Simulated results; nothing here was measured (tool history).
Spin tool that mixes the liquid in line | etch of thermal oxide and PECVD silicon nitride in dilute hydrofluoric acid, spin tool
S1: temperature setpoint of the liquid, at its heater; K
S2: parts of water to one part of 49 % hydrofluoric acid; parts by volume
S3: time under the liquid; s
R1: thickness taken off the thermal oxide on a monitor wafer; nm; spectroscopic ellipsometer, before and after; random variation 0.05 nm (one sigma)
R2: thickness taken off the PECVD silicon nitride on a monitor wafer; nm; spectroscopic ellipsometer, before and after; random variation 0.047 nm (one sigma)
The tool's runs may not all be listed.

run  hour      S1   S2   S3      R1      R2
  1     0  295.15  290  180  2.1117  2.7786
  2   8.2  295.65  250  175  2.5419  3.2258
  3  10.1  299.15  250  175  2.8679  4.0092
  4  12.7  301.15  250  175  3.0392   4.452
  5  13.7  300.15  220  170  3.4299  4.6896
  6  19.8  299.65  205  165   3.525  4.6355
  7  23.9  299.15  195  160  3.4482  4.6588

The next listed run, before its measurement:
  8  26.4  298.15  180  160   ?   ?

For run 8 the tool returned R1 3.757 nm, R2 4.7189 nm.

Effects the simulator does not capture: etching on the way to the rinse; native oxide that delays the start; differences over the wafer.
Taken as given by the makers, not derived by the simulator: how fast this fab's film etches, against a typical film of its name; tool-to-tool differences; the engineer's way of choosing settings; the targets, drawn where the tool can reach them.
